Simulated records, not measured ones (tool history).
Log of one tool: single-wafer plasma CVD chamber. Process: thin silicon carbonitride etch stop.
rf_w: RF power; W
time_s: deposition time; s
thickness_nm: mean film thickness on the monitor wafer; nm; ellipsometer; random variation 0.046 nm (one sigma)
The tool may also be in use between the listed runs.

run  hour  rf_w  time_s  thickness_nm
  1   0.0   180    11.6        6.8627
  2   4.8   190    11.6        6.9633
  3   6.9   190    10.8        6.5042
  4  13.6   170    10.8        6.2640
  5  16.9   175    11.3        6.6190
  6  23.3   175    10.1        5.9790

Forecast run 7:
  7  27.5   180    10.7             ?

thickness_nm: 6.3634 nm
